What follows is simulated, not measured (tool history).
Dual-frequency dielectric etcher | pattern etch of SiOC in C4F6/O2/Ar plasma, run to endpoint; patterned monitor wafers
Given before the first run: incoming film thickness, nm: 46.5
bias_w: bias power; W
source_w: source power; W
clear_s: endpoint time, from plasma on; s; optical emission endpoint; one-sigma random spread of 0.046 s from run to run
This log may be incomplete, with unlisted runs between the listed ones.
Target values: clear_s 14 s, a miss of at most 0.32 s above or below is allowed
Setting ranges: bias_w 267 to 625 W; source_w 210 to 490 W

run 1 day=0 | bias_w=446 source_w=350 | clear_s=17.441
run 2 day=0.362 | bias_w=509 source_w=350 | clear_s=16.424
run 3 day=0.442 | bias_w=585 source_w=350 | clear_s=15.514
run 4 day=0.675 | bias_w=554 source_w=350 | clear_s=15.883
run 5 day=0.825 | bias_w=554 source_w=290 | clear_s=16.915
run 6 day=0.883 | bias_w=563 source_w=310 | clear_s=16.497
run 7 day=1.154 | bias_w=571 source_w=320 | clear_s=16.233
run 8 day=1.404 | bias_w=578 source_w=330 | clear_s=15.885
run 9 day=1.654 | bias_w=584 source_w=340 | clear_s=15.637
run 10 day=1.688 | bias_w=589 source_w=350 | clear_s=15.361
run 11 day=2.046 | bias_w=593 source_w=360 | clear_s=15.243
run 12 day=2.217 | bias_w=597 source_w=370 | clear_s=15.073
run 13 day=2.312 | bias_w=600 source_w=380 | clear_s=14.912
run 14 day=2.671 | bias_w=603 source_w=390 | clear_s=14.724

Exercise: of the 5 proposed moves below, exactly one satisfies all targets within the stated allowed misses. Which move is it?
run A day=3.029 | bias_w=548 source_w=400 | clear_s=?
run B day=3.029 | bias_w=625 source_w=420 | clear_s=?
run C day=3.029 | bias_w=625 source_w=490 | clear_s=?
run D day=3.029 | bias_w=561 source_w=380 | clear_s=?
run E day=3.029 | bias_w=625 source_w=470 | clear_s=?

move=A clear_s=15.211
move=B clear_s=14.114
move=C clear_s=13.328
move=D clear_s=15.349
move=E clear_s=13.536
A: misses by more than the last run did
B: in spec on every target
C: pushes the last run's worst result past its target
D: misses by more than the last run did
E: pushes the last run's worst result past its target
Answer: B
